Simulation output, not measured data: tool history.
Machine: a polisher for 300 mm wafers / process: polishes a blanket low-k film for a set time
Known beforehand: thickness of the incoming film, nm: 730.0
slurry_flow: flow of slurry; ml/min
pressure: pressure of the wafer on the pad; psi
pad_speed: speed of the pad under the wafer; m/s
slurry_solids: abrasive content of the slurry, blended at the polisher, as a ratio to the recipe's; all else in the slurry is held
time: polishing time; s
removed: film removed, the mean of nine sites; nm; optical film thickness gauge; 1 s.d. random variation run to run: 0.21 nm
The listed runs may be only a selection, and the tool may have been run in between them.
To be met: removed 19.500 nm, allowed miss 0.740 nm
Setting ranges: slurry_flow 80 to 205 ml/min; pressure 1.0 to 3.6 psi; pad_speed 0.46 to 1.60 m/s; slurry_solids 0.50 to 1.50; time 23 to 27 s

run    day  slurry_flow  pressure  pad_speed  slurry_solids  time  removed
  1  0.000          135       2.3       1.02           1.00    27   12.512
  2  0.304          115       2.3       1.02           1.00    27   11.826
  3  0.579          115       2.3       1.20           1.00    27   13.677
  4  0.717          115       2.3       1.20           1.15    27   15.109
  5  1.004          120       2.4       1.20           1.15    27   16.061
  6  1.254          125       2.4       1.20           1.15    27   15.961
  7  1.354          130       2.4       1.20           1.15    27   16.262
  8  1.383          135       2.4       1.20           1.15    27   16.123
  9  1.417          135       2.5       1.20           1.15    27   17.170
 10  1.742          140       2.5       1.20           1.15    27   16.987
 11  1.979          145       2.7       1.20           1.15    27   18.593

Exactly one of the 5 candidate moves below puts every result within its allowed miss. Which one?
  A  2.217          130       2.5       1.20           1.25    27        ?
  B  2.217          120       2.6       1.10           1.40    26        ?
  C  2.217          155       3.0       1.12           1.20    26        ?
  D  2.217          165       2.5       1.18           1.30    26        ?
  E  2.217          135       2.7       1.18           1.20    26        ?

move  removed
   A   17.439
   B   16.906
   C   19.184
   D   17.630
   E   17.606
A: the biggest miss grows against the last run
B: the biggest miss grows against the last run
C: every result lands within tolerance
D: the biggest miss grows against the last run
E: the biggest miss grows against the last run
Correct choice: C, which meets every target
